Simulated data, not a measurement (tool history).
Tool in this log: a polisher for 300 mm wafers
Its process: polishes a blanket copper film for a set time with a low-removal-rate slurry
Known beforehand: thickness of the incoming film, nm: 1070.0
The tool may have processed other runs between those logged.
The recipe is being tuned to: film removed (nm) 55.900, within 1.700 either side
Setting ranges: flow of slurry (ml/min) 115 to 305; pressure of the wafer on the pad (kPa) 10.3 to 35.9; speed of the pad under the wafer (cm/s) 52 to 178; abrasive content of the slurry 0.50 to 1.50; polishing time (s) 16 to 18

run,hour,flow of slurry (ml/min),pressure of the wafer on the pad (kPa),speed of the pad under the wafer (cm/s),abrasive content of the slurry,polishing time (s),film removed (nm)
1,0.0,195,22.8,114,1.00,18,74.514
2,3.3,195,22.8,114,1.00,18,73.763
3,7.7,190,21.4,114,1.00,18,69.514
4,11.0,185,20.0,114,1.00,18,66.156
5,19.4,185,20.0,114,1.10,18,66.690
6,28.1,185,19.3,114,1.10,18,64.408
7,29.0,185,18.6,114,1.10,18,62.200
8,36.0,185,17.9,114,1.10,18,60.036
9,41.7,185,17.2,114,1.10,18,56.749

Consider the 4 candidate settings below. Which is the only one whose results all fall within their allowed miss of target?
A,47.4,255,13.8,152,1.15,17,?
B,47.4,150,17.9,112,1.35,18,?
C,47.4,205,18.6,114,1.20,16,?
D,47.4,210,17.2,104,1.00,18,?

move,film removed (nm)
A,60.113
B,59.186
C,56.371
D,52.963
A: misses by more than the last run did
B: misses by more than the last run did
C: each result inside its tolerance
D: pushes the last run's worst result past its target
The right move is C.
